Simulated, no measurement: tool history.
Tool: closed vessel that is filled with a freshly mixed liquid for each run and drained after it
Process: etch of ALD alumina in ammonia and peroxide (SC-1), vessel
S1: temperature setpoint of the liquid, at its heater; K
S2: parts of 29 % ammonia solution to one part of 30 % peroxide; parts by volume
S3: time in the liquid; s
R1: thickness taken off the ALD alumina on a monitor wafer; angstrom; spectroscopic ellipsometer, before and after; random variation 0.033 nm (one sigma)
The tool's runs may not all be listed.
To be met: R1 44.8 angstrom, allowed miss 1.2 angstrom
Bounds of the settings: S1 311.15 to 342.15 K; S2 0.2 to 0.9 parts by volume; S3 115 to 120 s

Run 1, hour 0: S1 326.15 K, S2 0.5 parts by volume, S3 115 s. Result: R1 79.213 angstrom.
Run 2, hour 7.4: S1 322.15 K, S2 0.5 parts by volume, S3 115 s. Result: R1 63.092 angstrom.
Run 3, hour 10.2: S1 320.15 K, S2 0.5 parts by volume, S3 115 s. Result: R1 56.36 angstrom.
Run 4, hour 17.2: S1 320.15 K, S2 0.5 parts by volume, S3 120 s. Result: R1 59.421 angstrom.
Run 5, hour 23: S1 320.15 K, S2 0.65 parts by volume, S3 120 s. Result: R1 60.795 angstrom.
Run 6, hour 27: S1 318.65 K, S2 0.65 parts by volume, S3 120 s. Result: R1 56.281 angstrom.
Run 7, hour 34.9: S1 317.15 K, S2 0.65 parts by volume, S3 120 s. Result: R1 51.201 angstrom.
Run 8, hour 37.3: S1 316.65 K, S2 0.65 parts by volume, S3 120 s. Result: R1 49.84 angstrom.
Run 9, hour 38.7: S1 316.15 K, S2 0.65 parts by volume, S3 120 s. Result: R1 48.132 angstrom.
Run 10, hour 44.6: S1 315.65 K, S2 0.65 parts by volume, S3 120 s. Result: R1 47.223 angstrom.

4 next moves are on the table. One of them brings every result within its allowed miss. Which?
Run A, hour 50.5: S1 315.65 K, S2 0.6 parts by volume, S3 115 s. Result: R1 ?.
Run B, hour 50.5: S1 317.15 K, S2 0.65 parts by volume, S3 120 s. Result: R1 ?.
Run C, hour 50.5: S1 316.15 K, S2 0.65 parts by volume, S3 120 s. Result: R1 ?.
Run D, hour 50.5: S1 318.15 K, S2 0.7 parts by volume, S3 115 s. Result: R1 ?.

move      R1
   A  44.661
   B  51.203
   C  48.339
   D  52.324
A: meets every target
B: further off than the last run
C: further off than the last run
D: further off than the last run
The right move is A.

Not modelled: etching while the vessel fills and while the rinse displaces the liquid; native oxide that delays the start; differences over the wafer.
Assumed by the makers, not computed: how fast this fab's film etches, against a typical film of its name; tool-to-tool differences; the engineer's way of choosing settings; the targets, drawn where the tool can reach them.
